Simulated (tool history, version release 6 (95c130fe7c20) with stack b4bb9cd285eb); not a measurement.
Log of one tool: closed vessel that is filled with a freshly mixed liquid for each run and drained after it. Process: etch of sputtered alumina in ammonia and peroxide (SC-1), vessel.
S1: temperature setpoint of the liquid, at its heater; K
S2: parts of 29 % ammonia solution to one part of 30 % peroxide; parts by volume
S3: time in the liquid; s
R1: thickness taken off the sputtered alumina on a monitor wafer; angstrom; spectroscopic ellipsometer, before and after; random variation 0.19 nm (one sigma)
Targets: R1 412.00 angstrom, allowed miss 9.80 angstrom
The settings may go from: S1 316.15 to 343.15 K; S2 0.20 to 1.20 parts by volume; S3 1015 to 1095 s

run  hour      S1    S2    S3      R1
  1   0.0  332.15  0.75  1015  658.51
  2   3.9  332.15  0.75  1095  705.34
  3  12.3  330.15  0.75  1095  639.48
  4  13.7  330.15  0.60  1095  626.77
  5  15.3  330.15  0.60  1095  621.52
  6  21.9  328.65  0.60  1095  575.80
  7  29.2  327.65  0.60  1095  546.64
  8  34.8  321.15  0.60  1095  384.43

4 next moves are on the table. One of them brings every result within its allowed miss. Which?
  A  40.4  322.15  0.90  1075   ?
  B  40.4  321.15  0.90  1050   ?
  C  40.4  324.65  0.30  1095   ?
  D  40.4  321.65  0.50  1095   ?

move      R1
   A  417.65
   B  385.90
   C  439.68
   D  391.33
A: meets every target
B: nearer than the last run, and not there yet
C: takes the result that was furthest off past its target
D: nearer than the last run, and not there yet
The right move is A.

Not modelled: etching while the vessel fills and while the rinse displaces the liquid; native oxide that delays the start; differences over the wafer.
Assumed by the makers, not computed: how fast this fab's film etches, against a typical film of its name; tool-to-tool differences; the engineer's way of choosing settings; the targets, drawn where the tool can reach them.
